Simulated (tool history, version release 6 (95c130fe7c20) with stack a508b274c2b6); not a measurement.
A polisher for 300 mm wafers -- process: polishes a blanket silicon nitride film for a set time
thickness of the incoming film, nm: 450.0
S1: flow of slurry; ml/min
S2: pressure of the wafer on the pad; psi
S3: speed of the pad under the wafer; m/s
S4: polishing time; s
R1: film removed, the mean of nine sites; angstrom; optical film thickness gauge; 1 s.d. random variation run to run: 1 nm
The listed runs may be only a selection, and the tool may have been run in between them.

run  hour   S1   S2    S3  S4      R1
  1     0  235  3.7  1.18  41  977.88
  2   8.3  235  3.4  1.18  41  895.57
  3    15  235  3.2  1.18  41  846.01
  4  19.7  235    4  1.18  41  1035.3
  5  26.9  235  3.6  1.16  41  949.68
  6  29.9  235  3.3  1.14  41  840.83

Predict the results of run 7:
  7  35.7  235  3.2  1.14  41   ?

{"run 7": {"R1": 835.66}}

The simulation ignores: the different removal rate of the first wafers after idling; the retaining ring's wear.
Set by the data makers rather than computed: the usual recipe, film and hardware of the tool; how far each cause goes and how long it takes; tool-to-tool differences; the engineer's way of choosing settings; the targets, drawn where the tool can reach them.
